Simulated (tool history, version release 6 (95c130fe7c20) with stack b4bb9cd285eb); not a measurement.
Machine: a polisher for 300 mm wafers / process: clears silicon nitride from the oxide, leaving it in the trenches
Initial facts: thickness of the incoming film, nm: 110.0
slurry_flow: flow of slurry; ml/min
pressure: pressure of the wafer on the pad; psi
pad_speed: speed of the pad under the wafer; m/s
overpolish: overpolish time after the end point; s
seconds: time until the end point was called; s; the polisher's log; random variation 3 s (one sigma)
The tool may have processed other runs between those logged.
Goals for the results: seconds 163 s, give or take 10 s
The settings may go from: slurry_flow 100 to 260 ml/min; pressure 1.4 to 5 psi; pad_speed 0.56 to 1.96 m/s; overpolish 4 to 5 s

| run | hour | slurry_flow | pressure | pad_speed | overpolish | seconds |
|---|---|---|---|---|---|---|
| 1 | 0 | 165 | 3.2 | 1.26 | 5 | 96.306 |
| 2 | 2.1 | 165 | 3 | 1.24 | 5 | 100.81 |
| 3 | 5.3 | 135 | 3 | 1.24 | 5 | 105.06 |
| 4 | 7.7 | 135 | 2.8 | 1.22 | 5 | 115.03 |
| 5 | 8.8 | 105 | 2.8 | 1.22 | 5 | 125.85 |
| 6 | 12.1 | 100 | 2.8 | 1.22 | 5 | 125.53 |
| 7 | 17 | 100 | 2.7 | 1.22 | 5 | 127.52 |
| 8 | 25.5 | 100 | 2.6 | 1.22 | 5 | 130.34 |
| 9 | 33.4 | 100 | 2.5 | 1.22 | 5 | 139.31 |
| 10 | 34.9 | 100 | 2.4 | 1.22 | 5 | 144.5 |

Of the 4 settings listed for the next run, only one would bring every result within its allowed miss of target. Which one?
| A | 36.4 | 100 | 2.2 | 1 | 5 | ? |
| B | 36.4 | 130 | 1.7 | 1.32 | 5 | ? |
| C | 36.4 | 115 | 2.5 | 1.2 | 5 | ? |
| D | 36.4 | 110 | 1.7 | 1.18 | 4 | ? |

| move | seconds |
|---|---|
| A | 184.09 |
| B | 162.93 |
| C | 132.71 |
| D | 189.54 |
A: carries the result that was furthest off beyond its target, to the other side
B: every result lands within tolerance
C: moves away from the targets compared with the last run
D: carries the result that was furthest off beyond its target, to the other side
The move that meets every target is B.
